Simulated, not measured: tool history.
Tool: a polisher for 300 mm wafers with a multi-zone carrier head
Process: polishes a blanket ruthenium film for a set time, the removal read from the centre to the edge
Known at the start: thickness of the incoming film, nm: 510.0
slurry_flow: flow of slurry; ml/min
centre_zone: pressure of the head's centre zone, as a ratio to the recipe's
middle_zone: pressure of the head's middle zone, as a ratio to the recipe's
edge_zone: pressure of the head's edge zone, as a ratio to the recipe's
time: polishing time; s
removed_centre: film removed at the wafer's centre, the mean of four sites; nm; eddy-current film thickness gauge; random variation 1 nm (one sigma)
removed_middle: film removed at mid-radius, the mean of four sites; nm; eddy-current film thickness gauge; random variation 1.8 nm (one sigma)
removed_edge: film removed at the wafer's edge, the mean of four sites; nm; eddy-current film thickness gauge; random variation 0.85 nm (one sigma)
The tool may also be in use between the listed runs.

Run 1, hour 0: slurry_flow 190 ml/min, centre_zone 1, middle_zone 1, edge_zone 1, time 81 s. Result: removed_centre 137.25 nm, removed_middle 134.66 nm, removed_edge 146.67 nm.
Run 2, hour 6.4: slurry_flow 185 ml/min, centre_zone 1, middle_zone 1.02, edge_zone 0.97, time 78 s. Result: removed_centre 132.26 nm, removed_middle 134.98 nm, removed_edge 136.99 nm.
Run 3, hour 12.6: slurry_flow 180 ml/min, centre_zone 1, middle_zone 1.01, edge_zone 0.94, time 76 s. Result: removed_centre 126.53 nm, removed_middle 126.83 nm, removed_edge 131.44 nm.
Run 4, hour 20.4: slurry_flow 175 ml/min, centre_zone 1, middle_zone 1.02, edge_zone 0.92, time 75 s. Result: removed_centre 124.7 nm, removed_middle 124.44 nm, removed_edge 125.75 nm.
Run 5, hour 22.2: slurry_flow 175 ml/min, centre_zone 0.93, middle_zone 1.02, edge_zone 0.92, time 75 s. Result: removed_centre 114.62 nm, removed_middle 128.54 nm, removed_edge 127.55 nm.
Run 6, hour 30.5: slurry_flow 150 ml/min, centre_zone 0.93, middle_zone 1.02, edge_zone 0.92, time 75 s. Result: removed_centre 112.1 nm, removed_middle 122.18 nm, removed_edge 123.97 nm.

The next listed run, before its measurement:
Run 7, hour 38.9: slurry_flow 145 ml/min, centre_zone 0.94, middle_zone 1.03, edge_zone 0.9, time 75 s. Result: removed_centre ?, removed_middle ?, removed_edge ?.

{"run 7": {"removed_centre": 110.89, "removed_middle": 122.18, "removed_edge": 123.5}}
